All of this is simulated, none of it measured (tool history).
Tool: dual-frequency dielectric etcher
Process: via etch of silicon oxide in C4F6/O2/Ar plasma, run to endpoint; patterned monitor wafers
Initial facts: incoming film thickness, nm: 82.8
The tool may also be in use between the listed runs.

run 1 day=0 | bias_power_(W)=484 source_power_(W)=290 Ar_flow_(sccm)=263 | endpoint_time_(s)=21.622
run 2 day=0.108 | bias_power_(W)=543 source_power_(W)=290 Ar_flow_(sccm)=263 | endpoint_time_(s)=21.108
run 3 day=0.342 | bias_power_(W)=543 source_power_(W)=290 Ar_flow_(sccm)=219 | endpoint_time_(s)=20.852
run 4 day=0.425 | bias_power_(W)=511 source_power_(W)=270 Ar_flow_(sccm)=221 | endpoint_time_(s)=21.782
run 5 day=0.45 | bias_power_(W)=430 source_power_(W)=270 Ar_flow_(sccm)=221 | endpoint_time_(s)=22.443
run 6 day=0.592 | bias_power_(W)=415 source_power_(W)=260 Ar_flow_(sccm)=224 | endpoint_time_(s)=23.326

Expected results for the next run?
run 7 day=0.725 | bias_power_(W)=402 source_power_(W)=250 Ar_flow_(sccm)=225 | endpoint_time_(s)=?

endpoint time (s): 23.909
